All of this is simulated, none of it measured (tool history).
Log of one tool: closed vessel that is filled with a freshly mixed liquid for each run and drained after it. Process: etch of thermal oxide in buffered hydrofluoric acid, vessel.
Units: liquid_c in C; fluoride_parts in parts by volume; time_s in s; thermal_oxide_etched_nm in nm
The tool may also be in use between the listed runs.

run    day  liquid_c  fluoride_parts  time_s  thermal_oxide_etched_nm
  1  0.000      23.0            11.0      95                   108.78
  2  0.125      25.5            10.0      95                   137.25
  3  0.358      27.5             9.5      95                   157.60
  4  0.504      28.5             9.0      95                   171.25
  5  0.558      28.5            11.5      95                   140.07
  6  0.904      26.0            11.5      95                   122.30
  7  1.162      27.5            10.0      95                   151.87
  8  1.333      28.5             9.5      95                   165.30
  9  1.383      31.0             7.0      95                   255.99
 10  1.638      31.0             7.0      95                   257.12

The next listed run, before its measurement:
 11  1.729      30.0             7.0      95                        ?

thermal_oxide_etched_nm: 241.89 nm
